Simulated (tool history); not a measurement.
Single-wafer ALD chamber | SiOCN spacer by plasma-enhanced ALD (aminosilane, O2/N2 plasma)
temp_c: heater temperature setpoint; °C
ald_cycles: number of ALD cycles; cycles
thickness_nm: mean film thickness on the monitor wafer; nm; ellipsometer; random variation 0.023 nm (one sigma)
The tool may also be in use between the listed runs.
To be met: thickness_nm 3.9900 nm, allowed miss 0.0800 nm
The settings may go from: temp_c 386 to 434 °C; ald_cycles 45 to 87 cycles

{"run": 1, "day": 0.0, "temp_c": 410, "ald_cycles": 66, "thickness_nm": 3.5246}
{"run": 2, "day": 0.367, "temp_c": 417, "ald_cycles": 66, "thickness_nm": 3.4743}
{"run": 3, "day": 0.629, "temp_c": 417, "ald_cycles": 60, "thickness_nm": 3.1697}
{"run": 4, "day": 0.679, "temp_c": 416, "ald_cycles": 62, "thickness_nm": 3.2869}
{"run": 5, "day": 0.858, "temp_c": 415, "ald_cycles": 63, "thickness_nm": 3.3571}
{"run": 6, "day": 0.954, "temp_c": 415, "ald_cycles": 69, "thickness_nm": 3.6324}
{"run": 7, "day": 1.175, "temp_c": 414, "ald_cycles": 70, "thickness_nm": 3.7053}
{"run": 8, "day": 1.354, "temp_c": 413, "ald_cycles": 70, "thickness_nm": 3.7434}
{"run": 9, "day": 1.458, "temp_c": 412, "ald_cycles": 70, "thickness_nm": 3.776}

Which of these 5 next moves meets every target?
{"run": "A", "day": 1.562, "temp_c": 416, "ald_cycles": 73, "thickness_nm": "?"}
{"run": "B", "day": 1.562, "temp_c": 410, "ald_cycles": 65, "thickness_nm": "?"}
{"run": "C", "day": 1.562, "temp_c": 425, "ald_cycles": 71, "thickness_nm": "?"}
{"run": "D", "day": 1.562, "temp_c": 415, "ald_cycles": 68, "thickness_nm": "?"}
{"run": "E", "day": 1.562, "temp_c": 412, "ald_cycles": 75, "thickness_nm": "?"}

move=A thickness_nm=3.8226
move=B thickness_nm=3.4665
move=C thickness_nm=3.6148
move=D thickness_nm=3.5717
move=E thickness_nm=3.9757
A: nearer than the last run, and not there yet
B: further off than the last run
C: further off than the last run
D: further off than the last run
E: meets every target
The right move is E.

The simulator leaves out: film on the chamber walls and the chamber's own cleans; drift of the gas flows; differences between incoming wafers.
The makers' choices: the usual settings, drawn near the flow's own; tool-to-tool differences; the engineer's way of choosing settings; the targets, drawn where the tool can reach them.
